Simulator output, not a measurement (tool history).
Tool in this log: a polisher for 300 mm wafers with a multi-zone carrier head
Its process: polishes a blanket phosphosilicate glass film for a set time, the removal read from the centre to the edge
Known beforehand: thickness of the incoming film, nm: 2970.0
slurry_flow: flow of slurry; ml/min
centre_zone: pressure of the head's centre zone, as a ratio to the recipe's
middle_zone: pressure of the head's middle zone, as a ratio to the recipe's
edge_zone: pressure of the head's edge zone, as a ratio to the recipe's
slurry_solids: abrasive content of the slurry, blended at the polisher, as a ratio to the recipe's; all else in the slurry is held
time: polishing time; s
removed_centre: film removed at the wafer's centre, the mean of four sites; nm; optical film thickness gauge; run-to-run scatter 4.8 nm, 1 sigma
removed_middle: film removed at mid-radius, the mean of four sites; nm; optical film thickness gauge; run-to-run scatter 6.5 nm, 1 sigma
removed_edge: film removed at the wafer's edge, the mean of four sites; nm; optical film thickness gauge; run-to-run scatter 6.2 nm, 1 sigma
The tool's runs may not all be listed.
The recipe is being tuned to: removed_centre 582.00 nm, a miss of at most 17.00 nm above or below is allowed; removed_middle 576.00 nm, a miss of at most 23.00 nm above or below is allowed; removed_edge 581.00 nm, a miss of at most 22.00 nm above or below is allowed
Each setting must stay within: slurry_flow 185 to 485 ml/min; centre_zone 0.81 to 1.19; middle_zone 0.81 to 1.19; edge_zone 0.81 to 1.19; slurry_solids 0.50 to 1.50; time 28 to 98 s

{"run": 1, "hour": 0.0, "slurry_flow": 310, "centre_zone": 1.0, "middle_zone": 1.0, "edge_zone": 1.0, "slurry_solids": 1.0, "time": 63, "removed_centre": 455.09, "removed_middle": 462.56, "removed_edge": 461.32}
{"run": 2, "hour": 5.3, "slurry_flow": 310, "centre_zone": 1.02, "middle_zone": 1.01, "edge_zone": 1.03, "slurry_solids": 1.05, "time": 63, "removed_centre": 480.14, "removed_middle": 478.36, "removed_edge": 489.93}
{"run": 3, "hour": 13.9, "slurry_flow": 315, "centre_zone": 1.04, "middle_zone": 1.04, "edge_zone": 1.05, "slurry_solids": 1.05, "time": 63, "removed_centre": 483.35, "removed_middle": 485.01, "removed_edge": 498.64}
{"run": 4, "hour": 20.6, "slurry_flow": 315, "centre_zone": 1.04, "middle_zone": 1.04, "edge_zone": 1.08, "slurry_solids": 1.05, "time": 63, "removed_centre": 490.5, "removed_middle": 498.54, "removed_edge": 496.57}
{"run": 5, "hour": 28.9, "slurry_flow": 315, "centre_zone": 1.12, "middle_zone": 1.04, "edge_zone": 1.08, "slurry_solids": 1.05, "time": 63, "removed_centre": 530.03, "removed_middle": 493.3, "removed_edge": 492.12}
{"run": 6, "hour": 31.6, "slurry_flow": 315, "centre_zone": 1.12, "middle_zone": 1.12, "edge_zone": 1.08, "slurry_solids": 1.05, "time": 63, "removed_centre": 524.88, "removed_middle": 514.67, "removed_edge": 495.42}
{"run": 7, "hour": 35.3, "slurry_flow": 320, "centre_zone": 1.12, "middle_zone": 1.12, "edge_zone": 1.1, "slurry_solids": 1.1, "time": 63, "removed_centre": 549.93, "removed_middle": 534.92, "removed_edge": 500.55}
{"run": 8, "hour": 41.8, "slurry_flow": 230, "centre_zone": 1.02, "middle_zone": 1.02, "edge_zone": 1.12, "slurry_solids": 1.35, "time": 69, "removed_centre": 560.68, "removed_middle": 576.35, "removed_edge": 586.54}

Which single option among these 4 for the next run brings every result within its allowed miss of target? Just one does.
{"run": "A", "hour": 48.3, "slurry_flow": 300, "centre_zone": 1.04, "middle_zone": 1.02, "edge_zone": 1.04, "slurry_solids": 1.3, "time": 67, "removed_centre": "?", "removed_middle": "?", "removed_edge": "?"}
{"run": "B", "hour": 48.3, "slurry_flow": 185, "centre_zone": 0.96, "middle_zone": 1.04, "edge_zone": 1.09, "slurry_solids": 1.45, "time": 71, "removed_centre": "?", "removed_middle": "?", "removed_edge": "?"}
{"run": "C", "hour": 48.3, "slurry_flow": 205, "centre_zone": 1.06, "middle_zone": 1.15, "edge_zone": 1.02, "slurry_solids": 1.3, "time": 73, "removed_centre": "?", "removed_middle": "?", "removed_edge": "?"}
{"run": "D", "hour": 48.3, "slurry_flow": 260, "centre_zone": 1.07, "middle_zone": 0.96, "edge_zone": 1.11, "slurry_solids": 1.4, "time": 66, "removed_centre": "?", "removed_middle": "?", "removed_edge": "?"}

move=A removed_centre=580.67 removed_middle=558.87 removed_edge=582.09
move=B removed_centre=527.31 removed_middle=567.18 removed_edge=608.08
move=C removed_centre=589.99 removed_middle=622.29 removed_edge=593.93
move=D removed_centre=591.28 removed_middle=527.36 removed_edge=594.76
A: in spec on every target
B: its largest miss is bigger than the last run's
C: meets the target for the result that was furthest off, but another lies outside its allowed miss
D: meets the target for the result that was furthest off, but another lies outside its allowed miss
The right move is A.
